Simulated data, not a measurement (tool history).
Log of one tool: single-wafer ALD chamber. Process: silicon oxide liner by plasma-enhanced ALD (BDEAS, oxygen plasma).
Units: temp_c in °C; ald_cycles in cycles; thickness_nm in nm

run,hour,temp_c,ald_cycles,thickness_nm
1,0.0,325,53,5.0831
2,0.6,325,59,5.6841
3,3.3,325,64,6.2084
4,4.5,326,59,5.6666
5,6.6,322,59,5.7252
6,8.7,322,62,6.0197
7,10.0,327,54,5.1988

Forecast run 8:
8,15.2,327,54,?

Run 8 gave thickness_nm 5.1597 nm.
